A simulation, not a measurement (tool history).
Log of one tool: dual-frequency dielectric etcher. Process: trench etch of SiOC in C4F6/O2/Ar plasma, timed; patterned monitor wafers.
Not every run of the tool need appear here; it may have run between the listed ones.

run,hour,source power (W),bias power (W),etch time (s),mean etch depth across the wafer (angstrom)
1,0,410,184,9,198.37
2,6.3,410,184,9,200.46
3,11.7,410,203,9,204.86
4,13.5,410,229,9,210.72
5,22.5,370,206,8.5,188.09
6,27,340,198,8.5,180.59
7,31.4,320,191,8.5,177.13

Run 8 comes next. What will it give?
8,33.3,300,183,8.5,?

mean etch depth across the wafer (angstrom): 171.26

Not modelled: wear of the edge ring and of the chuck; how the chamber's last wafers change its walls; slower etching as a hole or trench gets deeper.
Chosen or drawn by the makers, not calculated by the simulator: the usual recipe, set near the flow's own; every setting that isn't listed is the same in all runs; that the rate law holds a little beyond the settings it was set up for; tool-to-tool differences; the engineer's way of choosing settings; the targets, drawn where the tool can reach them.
